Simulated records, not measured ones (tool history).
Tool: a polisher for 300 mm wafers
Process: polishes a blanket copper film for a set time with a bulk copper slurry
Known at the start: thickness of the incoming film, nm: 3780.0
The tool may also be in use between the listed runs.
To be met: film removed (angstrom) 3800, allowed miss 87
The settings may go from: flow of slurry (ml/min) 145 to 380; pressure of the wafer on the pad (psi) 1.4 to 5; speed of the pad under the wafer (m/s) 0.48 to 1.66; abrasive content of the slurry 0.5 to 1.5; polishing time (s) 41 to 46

run	day	flow of slurry (ml/min)	pressure of the wafer on the pad (psi)	speed of the pad under the wafer (m/s)	abrasive content of the slurry	polishing time (s)	film removed (angstrom)
1	0	245	3.2	1.06	1	46	4374.3
2	0.15	240	3.1	1.06	1	46	4163.4
3	0.512	230	3	1.06	1	46	4055.6
4	0.833	230	2.5	1.06	1	46	3388
5	1.046	205	2.5	1.06	1	46	3338.3
6	1.083	185	2.5	1.06	1	46	3307.9
7	1.196	205	2.6	1.06	1	46	3445.7
8	1.362	205	2.6	1.06	1	46	3477
9	1.408	205	2.6	1.06	1	46	3468.7
10	1.75	220	2.7	1.06	1	46	3620.6

5 next moves are on the table. One of them brings every result within its allowed miss. Which?
A	2.092	250	2.4	1.18	0.95	43	?
B	2.092	325	2.8	1.12	0.7	46	?
C	2.092	235	2.5	1.12	0.9	43	?
D	2.092	225	2.7	1.06	0.95	42	?
E	2.092	250	2.4	1.22	0.75	43	?

move	film removed (angstrom)
A	3346.1
B	3823.4
C	3271
D	3298.3
E	3299.7
A: further off than the last run
B: meets every target
C: further off than the last run
D: further off than the last run
E: further off than the last run
Answer: B
